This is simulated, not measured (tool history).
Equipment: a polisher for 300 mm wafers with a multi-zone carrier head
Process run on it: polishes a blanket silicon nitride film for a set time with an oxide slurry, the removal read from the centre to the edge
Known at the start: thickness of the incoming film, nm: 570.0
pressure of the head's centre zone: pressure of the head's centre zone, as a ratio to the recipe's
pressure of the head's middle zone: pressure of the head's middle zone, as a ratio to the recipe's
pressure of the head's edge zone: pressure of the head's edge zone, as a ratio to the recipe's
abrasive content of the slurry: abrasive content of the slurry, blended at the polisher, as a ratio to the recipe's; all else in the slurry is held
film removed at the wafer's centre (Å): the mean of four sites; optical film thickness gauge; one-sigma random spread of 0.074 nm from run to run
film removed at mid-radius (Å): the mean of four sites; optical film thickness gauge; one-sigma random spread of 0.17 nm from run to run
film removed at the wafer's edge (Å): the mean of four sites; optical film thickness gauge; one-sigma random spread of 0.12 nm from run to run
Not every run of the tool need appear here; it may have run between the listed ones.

| run | hour | flow of slurry (ml/min) | pressure of the head's centre zone | pressure of the head's middle zone | pressure of the head's edge zone | abrasive content of the slurry | polishing time (s) | film removed at the wafer's centre (Å) | film removed at mid-radius (Å) | film removed at the wafer's edge (Å) |
|---|---|---|---|---|---|---|---|---|---|---|
| 1 | 0.0 | 260 | 1.00 | 1.00 | 1.00 | 1.00 | 34 | 207.71 | 198.31 | 203.49 |
| 2 | 7.1 | 260 | 1.00 | 1.00 | 1.09 | 1.00 | 34 | 207.59 | 201.41 | 210.40 |
| 3 | 11.9 | 260 | 0.95 | 1.00 | 1.09 | 1.00 | 34 | 196.80 | 202.23 | 209.24 |
| 4 | 15.6 | 200 | 0.95 | 1.00 | 1.09 | 1.00 | 34 | 189.50 | 192.08 | 204.47 |
| 5 | 20.3 | 200 | 0.95 | 1.07 | 1.09 | 1.00 | 34 | 188.69 | 210.04 | 203.45 |
| 6 | 24.9 | 200 | 0.95 | 1.07 | 1.09 | 0.90 | 34 | 179.19 | 193.26 | 193.08 |
| 7 | 27.1 | 195 | 0.93 | 1.05 | 1.07 | 0.85 | 34 | 170.65 | 189.17 | 187.73 |
| 8 | 29.4 | 190 | 0.92 | 1.01 | 1.06 | 0.80 | 33 | 159.99 | 169.98 | 176.88 |
| 9 | 35.7 | 185 | 0.91 | 0.98 | 1.04 | 0.75 | 33 | 151.02 | 162.14 | 168.86 |
| 10 | 37.1 | 180 | 0.91 | 0.95 | 1.04 | 0.70 | 33 | 146.03 | 147.69 | 162.46 |
| 11 | 45.2 | 175 | 0.90 | 0.93 | 1.03 | 0.65 | 33 | 137.16 | 144.88 | 152.76 |

What does the tool deliver on the next run?
| 12 | 47.1 | 170 | 0.90 | 0.91 | 1.05 | 0.65 | 33 | ? | ? | ? |

For run 12 the tool returned film removed at the wafer's centre (Å) 137.06, film removed at mid-radius (Å) 137.43, film removed at the wafer's edge (Å) 153.75.

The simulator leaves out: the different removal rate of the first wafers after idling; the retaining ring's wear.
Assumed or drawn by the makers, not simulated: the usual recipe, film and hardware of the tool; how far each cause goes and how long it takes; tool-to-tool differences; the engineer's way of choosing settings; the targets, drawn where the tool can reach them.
